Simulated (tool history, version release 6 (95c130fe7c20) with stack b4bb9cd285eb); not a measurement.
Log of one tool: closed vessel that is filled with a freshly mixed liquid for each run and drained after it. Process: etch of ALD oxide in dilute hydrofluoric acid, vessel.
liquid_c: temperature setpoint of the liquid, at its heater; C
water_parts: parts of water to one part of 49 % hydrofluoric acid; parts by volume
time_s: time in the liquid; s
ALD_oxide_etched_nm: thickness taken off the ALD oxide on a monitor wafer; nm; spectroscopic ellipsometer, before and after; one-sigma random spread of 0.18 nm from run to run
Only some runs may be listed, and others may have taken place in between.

{"run": 1, "hour": 0.0, "liquid_c": 24.0, "water_parts": 110, "time_s": 30, "ALD_oxide_etched_nm": 8.3989}
{"run": 2, "hour": 1.8, "liquid_c": 25.5, "water_parts": 95, "time_s": 30, "ALD_oxide_etched_nm": 10.625}
{"run": 3, "hour": 10.6, "liquid_c": 27.0, "water_parts": 85, "time_s": 30, "ALD_oxide_etched_nm": 12.582}
{"run": 4, "hour": 16.2, "liquid_c": 28.0, "water_parts": 75, "time_s": 30, "ALD_oxide_etched_nm": 15.087}
{"run": 5, "hour": 22.7, "liquid_c": 29.0, "water_parts": 70, "time_s": 30, "ALD_oxide_etched_nm": 16.921}
{"run": 6, "hour": 25.2, "liquid_c": 29.0, "water_parts": 105, "time_s": 30, "ALD_oxide_etched_nm": 10.714}
{"run": 7, "hour": 26.8, "liquid_c": 29.5, "water_parts": 90, "time_s": 30, "ALD_oxide_etched_nm": 13.169}
{"run": 8, "hour": 34.4, "liquid_c": 30.0, "water_parts": 80, "time_s": 30, "ALD_oxide_etched_nm": 15.222}
{"run": 9, "hour": 35.9, "liquid_c": 30.5, "water_parts": 75, "time_s": 30, "ALD_oxide_etched_nm": 16.489}
{"run": 10, "hour": 43.2, "liquid_c": 31.0, "water_parts": 70, "time_s": 30, "ALD_oxide_etched_nm": 18.345}
{"run": 11, "hour": 46.7, "liquid_c": 32.0, "water_parts": 40, "time_s": 30, "ALD_oxide_etched_nm": 34.706}
{"run": 12, "hour": 51.2, "liquid_c": 30.5, "water_parts": 40, "time_s": 30, "ALD_oxide_etched_nm": 33.198}
{"run": 13, "hour": 52.8, "liquid_c": 29.0, "water_parts": 40, "time_s": 30, "ALD_oxide_etched_nm": 30.925}

For run 14, what comes out?
{"run": 14, "hour": 56.6, "liquid_c": 29.0, "water_parts": 40, "time_s": 30, "ALD_oxide_etched_nm": "?"}

{"run 14": {"ALD_oxide_etched_nm": 31.145}}
